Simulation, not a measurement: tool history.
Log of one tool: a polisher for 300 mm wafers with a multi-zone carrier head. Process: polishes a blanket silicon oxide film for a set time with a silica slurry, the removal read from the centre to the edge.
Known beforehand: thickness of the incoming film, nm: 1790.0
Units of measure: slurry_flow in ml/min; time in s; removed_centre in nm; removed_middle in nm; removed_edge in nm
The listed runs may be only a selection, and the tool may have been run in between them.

| run | hour | slurry_flow | centre_zone | middle_zone | edge_zone | slurry_solids | time | removed_centre | removed_middle | removed_edge |
|---|---|---|---|---|---|---|---|---|---|---|
| 1 | 0 | 210 | 1 | 1 | 1 | 1 | 81 | 217.95 | 215.15 | 221.13 |
| 2 | 2.7 | 210 | 1 | 1 | 1 | 1 | 63 | 171.43 | 167.33 | 171.62 |
| 3 | 3.5 | 210 | 1.07 | 1 | 1 | 1 | 63 | 179.09 | 169.45 | 172.3 |
| 4 | 8.8 | 210 | 1.07 | 1 | 1.07 | 1 | 63 | 179.34 | 167.9 | 177.78 |
| 5 | 11.4 | 195 | 1 | 1 | 1.07 | 0.95 | 63 | 163.46 | 162.91 | 169.73 |
| 6 | 19.4 | 180 | 0.95 | 0.98 | 1.09 | 0.95 | 63 | 153.94 | 160.21 | 173.37 |
| 7 | 21.3 | 170 | 0.93 | 0.97 | 1.08 | 0.9 | 63 | 146.28 | 151.84 | 166.23 |

Run 8 is up next; what results do you expect?
| 8 | 27.4 | 160 | 0.92 | 0.97 | 1.08 | 0.9 | 63 | ? | ? | ? |

{"run 8": {"removed_centre": 138.86, "removed_middle": 152.54, "removed_edge": 165.4}}

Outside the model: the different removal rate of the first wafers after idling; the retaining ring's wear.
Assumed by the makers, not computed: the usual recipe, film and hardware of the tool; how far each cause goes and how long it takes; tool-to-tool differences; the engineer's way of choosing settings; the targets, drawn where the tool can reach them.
